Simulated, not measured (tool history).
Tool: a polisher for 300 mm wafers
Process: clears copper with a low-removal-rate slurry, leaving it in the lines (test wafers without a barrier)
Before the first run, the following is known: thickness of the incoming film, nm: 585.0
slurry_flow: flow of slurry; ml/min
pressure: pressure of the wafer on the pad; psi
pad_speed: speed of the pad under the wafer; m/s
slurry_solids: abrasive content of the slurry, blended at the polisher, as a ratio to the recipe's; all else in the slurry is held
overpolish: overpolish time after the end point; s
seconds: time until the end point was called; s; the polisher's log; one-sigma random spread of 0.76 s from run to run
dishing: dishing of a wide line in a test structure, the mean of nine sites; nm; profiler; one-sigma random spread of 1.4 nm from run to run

run 1 hour=0.0 | slurry_flow=295 pressure=4.2 pad_speed=1.08 slurry_solids=1.0 overpolish=19 | seconds=98.121 dishing=57.797
run 2 hour=4.6 | slurry_flow=295 pressure=4.4 pad_speed=1.08 slurry_solids=1.0 overpolish=18 | seconds=96.728 dishing=58.105
run 3 hour=11.0 | slurry_flow=295 pressure=3.5 pad_speed=1.08 slurry_solids=1.0 overpolish=18 | seconds=119.830 dishing=47.875
run 4 hour=13.5 | slurry_flow=295 pressure=4.0 pad_speed=1.08 slurry_solids=1.0 overpolish=18 | seconds=105.510 dishing=53.528
run 5 hour=19.4 | slurry_flow=295 pressure=4.3 pad_speed=1.08 slurry_solids=1.0 overpolish=17 | seconds=95.929 dishing=51.958
run 6 hour=20.1 | slurry_flow=295 pressure=4.5 pad_speed=1.08 slurry_solids=1.0 overpolish=17 | seconds=92.960 dishing=55.498
run 7 hour=28.0 | slurry_flow=295 pressure=5.7 pad_speed=1.14 slurry_solids=1.0 overpolish=8 | seconds=70.395 dishing=40.256
run 8 hour=35.9 | slurry_flow=295 pressure=5.8 pad_speed=1.14 slurry_solids=1.0 overpolish=9 | seconds=69.654 dishing=43.815
run 9 hour=40.4 | slurry_flow=295 pressure=5.8 pad_speed=1.14 slurry_solids=1.0 overpolish=9 | seconds=69.432 dishing=44.976
run 10 hour=41.3 | slurry_flow=295 pressure=5.9 pad_speed=1.14 slurry_solids=1.0 overpolish=10 | seconds=70.698 dishing=47.406
run 11 hour=49.6 | slurry_flow=295 pressure=6.0 pad_speed=1.14 slurry_solids=1.0 overpolish=10 | seconds=67.447 dishing=50.098

Run 12 has not been measured yet. What should we expect?
run 12 hour=51.2 | slurry_flow=295 pressure=6.5 pad_speed=1.14 slurry_solids=1.0 overpolish=15 | seconds=? dishing=?

seconds: 62.919 s
dishing: 66.272 nm
